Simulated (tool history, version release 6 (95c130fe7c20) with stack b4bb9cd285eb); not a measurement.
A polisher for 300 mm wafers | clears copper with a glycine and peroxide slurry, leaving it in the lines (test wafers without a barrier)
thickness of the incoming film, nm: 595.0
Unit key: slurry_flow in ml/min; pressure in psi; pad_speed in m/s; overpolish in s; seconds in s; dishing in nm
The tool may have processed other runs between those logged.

run	hour	slurry_flow	pressure	pad_speed	overpolish	seconds	dishing
1	0	130	2.5	1.1	22	159.23	55.301
2	3.6	130	2.5	1.1	30	157.93	74.318
3	5.3	130	2.2	1.1	30	173.22	68.368
4	14.4	130	2.2	1.1	26	168.78	60.554
5	17.7	130	2.2	1.1	33	172.55	70.536
6	25.5	130	2.2	1.3	33	153.16	79.615
7	26.3	130	2.6	1.34	33	128.06	91.1
8	28.6	130	2.8	1.36	34	119.42	96.862
9	33.3	130	3	1.36	35	112.19	103.15

Expected results for the next run?
10	38	130	3.1	1.36	36	?	?

Run 10 measured seconds 111.08 s, dishing 107.91 nm.
